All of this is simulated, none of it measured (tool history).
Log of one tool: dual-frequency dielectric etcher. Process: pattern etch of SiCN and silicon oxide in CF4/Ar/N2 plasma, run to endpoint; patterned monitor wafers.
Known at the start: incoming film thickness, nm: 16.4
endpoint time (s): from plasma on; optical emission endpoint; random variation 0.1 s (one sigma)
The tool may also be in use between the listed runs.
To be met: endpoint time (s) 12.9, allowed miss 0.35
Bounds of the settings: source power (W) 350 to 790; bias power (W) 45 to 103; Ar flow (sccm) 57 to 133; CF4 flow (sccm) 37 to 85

run  hour  source power (W)  bias power (W)  Ar flow (sccm)  CF4 flow (sccm)  endpoint time (s)
  1     0               570              74              95               61             15.012
  2   5.6               500              74              95               61              16.77
  3   8.5               500              74              86               61             16.669
  4  10.6               530              75              86               61              15.71
  5  14.4               550              75              86               61             15.483
  6    19               550              75             100               61             15.311
  7  20.2               570              75             100               61             15.164
  8  21.8               590              75             100               61             14.679

5 next moves are on the table. One of them brings every result within its allowed miss. Which?
  A  23.4               720              78              95               64                  ?
  B  23.4               680              80             102               59                  ?
  C  23.4               720              78              94               60                  ?
  D  23.4               670              90              93               70                  ?
  E  23.4               550              55             107               55                  ?

move  endpoint time (s)
   A             12.096
   B              12.93
   C             12.187
   D             12.314
   E             16.784
A: takes the result that was furthest off past its target
B: meets every target
C: takes the result that was furthest off past its target
D: takes the result that was furthest off past its target
E: further off than the last run
Move B is the one to make.
